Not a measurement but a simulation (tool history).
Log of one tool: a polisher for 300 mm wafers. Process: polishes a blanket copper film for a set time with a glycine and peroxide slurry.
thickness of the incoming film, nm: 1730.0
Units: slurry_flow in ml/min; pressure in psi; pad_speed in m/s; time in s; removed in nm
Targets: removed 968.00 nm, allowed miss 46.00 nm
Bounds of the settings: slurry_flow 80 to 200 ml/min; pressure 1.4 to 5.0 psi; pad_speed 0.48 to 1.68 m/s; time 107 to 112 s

| run | hour | slurry_flow | pressure | pad_speed | time | removed |
|---|---|---|---|---|---|---|
| 1 | 0.0 | 130 | 3.2 | 1.08 | 107 | 694.14 |
| 2 | 7.6 | 130 | 2.5 | 1.08 | 107 | 568.52 |
| 3 | 14.1 | 130 | 2.5 | 1.08 | 107 | 571.45 |
| 4 | 22.0 | 130 | 2.5 | 1.28 | 107 | 630.42 |
| 5 | 27.2 | 130 | 2.5 | 1.42 | 107 | 667.50 |
| 6 | 29.6 | 130 | 2.5 | 1.42 | 112 | 693.59 |
| 7 | 34.1 | 130 | 2.7 | 1.44 | 112 | 755.52 |
| 8 | 36.7 | 130 | 2.8 | 1.44 | 112 | 781.53 |

Which of these 4 next moves meets every target?
| A | 39.3 | 110 | 3.3 | 1.68 | 112 | ? |
| B | 39.3 | 115 | 2.9 | 1.40 | 112 | ? |
| C | 39.3 | 110 | 3.2 | 1.12 | 107 | ? |
| D | 39.3 | 155 | 3.8 | 1.62 | 112 | ? |

| move | removed |
|---|---|
| A | 943.34 |
| B | 753.20 |
| C | 675.23 |
| D | 1117.80 |
A: meets every target
B: further off than the last run
C: further off than the last run
D: takes the result that was furthest off past its target
Answer: A
